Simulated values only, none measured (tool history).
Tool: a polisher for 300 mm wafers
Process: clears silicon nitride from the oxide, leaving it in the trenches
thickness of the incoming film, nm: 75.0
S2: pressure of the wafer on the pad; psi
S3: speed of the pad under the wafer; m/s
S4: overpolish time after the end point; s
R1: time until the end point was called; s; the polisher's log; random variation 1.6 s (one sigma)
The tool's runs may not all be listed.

run 1 hour=0.0 | flow_of_slurry_(ml/min)=130 S2=2.5 S3=1.28 S4=9 | R1=64.924
run 2 hour=8.0 | flow_of_slurry_(ml/min)=130 S2=2.5 S3=1.02 S4=9 | R1=76.429
run 3 hour=12.0 | flow_of_slurry_(ml/min)=130 S2=2.9 S3=1.02 S4=9 | R1=64.808
run 4 hour=20.0 | flow_of_slurry_(ml/min)=130 S2=2.7 S3=1.00 S4=9 | R1=71.878
run 5 hour=25.0 | flow_of_slurry_(ml/min)=155 S2=2.7 S3=1.00 S4=9 | R1=71.067
run 6 hour=28.0 | flow_of_slurry_(ml/min)=155 S2=2.7 S3=1.00 S4=8 | R1=70.513

The next listed run, before its measurement:
run 7 hour=31.3 | flow_of_slurry_(ml/min)=155 S2=2.6 S3=1.00 S4=8 | R1=?

{"run 7": {"R1": 74.201}}
